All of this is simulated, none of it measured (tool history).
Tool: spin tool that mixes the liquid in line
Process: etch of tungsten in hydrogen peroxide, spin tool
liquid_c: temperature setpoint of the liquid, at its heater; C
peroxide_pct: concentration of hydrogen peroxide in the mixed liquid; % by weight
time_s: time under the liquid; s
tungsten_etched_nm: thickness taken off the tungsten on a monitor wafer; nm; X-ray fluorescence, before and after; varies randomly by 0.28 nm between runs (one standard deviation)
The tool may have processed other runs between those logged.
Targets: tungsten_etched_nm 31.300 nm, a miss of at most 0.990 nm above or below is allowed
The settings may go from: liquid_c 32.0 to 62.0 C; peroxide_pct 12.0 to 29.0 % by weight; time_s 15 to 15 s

{"run": 1, "hour": 0.0, "liquid_c": 46.0, "peroxide_pct": 19.5, "time_s": 15, "tungsten_etched_nm": 15.433}
{"run": 2, "hour": 4.2, "liquid_c": 48.5, "peroxide_pct": 19.5, "time_s": 15, "tungsten_etched_nm": 18.253}
{"run": 3, "hour": 5.8, "liquid_c": 48.5, "peroxide_pct": 22.0, "time_s": 15, "tungsten_etched_nm": 19.012}
{"run": 4, "hour": 11.2, "liquid_c": 50.5, "peroxide_pct": 22.0, "time_s": 15, "tungsten_etched_nm": 21.581}
{"run": 5, "hour": 13.9, "liquid_c": 44.0, "peroxide_pct": 22.0, "time_s": 15, "tungsten_etched_nm": 14.574}
{"run": 6, "hour": 16.4, "liquid_c": 47.0, "peroxide_pct": 22.0, "time_s": 15, "tungsten_etched_nm": 17.586}
{"run": 7, "hour": 25.0, "liquid_c": 49.0, "peroxide_pct": 22.0, "time_s": 15, "tungsten_etched_nm": 19.855}
{"run": 8, "hour": 29.2, "liquid_c": 50.5, "peroxide_pct": 22.0, "time_s": 15, "tungsten_etched_nm": 21.894}
{"run": 9, "hour": 36.4, "liquid_c": 52.0, "peroxide_pct": 22.0, "time_s": 15, "tungsten_etched_nm": 23.945}

Pick the move, out of 4, that brings all results within their allowed miss; only one does.
{"run": "A", "hour": 43.6, "liquid_c": 57.0, "peroxide_pct": 17.5, "time_s": 15, "tungsten_etched_nm": "?"}
{"run": "B", "hour": 43.6, "liquid_c": 46.5, "peroxide_pct": 23.0, "time_s": 15, "tungsten_etched_nm": "?"}
{"run": "C", "hour": 43.6, "liquid_c": 57.0, "peroxide_pct": 20.5, "time_s": 15, "tungsten_etched_nm": "?"}
{"run": "D", "hour": 43.6, "liquid_c": 55.0, "peroxide_pct": 21.5, "time_s": 15, "tungsten_etched_nm": "?"}

move=A tungsten_etched_nm=28.137
move=B tungsten_etched_nm=17.093
move=C tungsten_etched_nm=30.453
move=D tungsten_etched_nm=27.721
A: an improvement on the last run, though not all results are within tolerance
B: lands further from the targets than the last run did
C: meets every target
D: an improvement on the last run, though not all results are within tolerance
The right move is C.
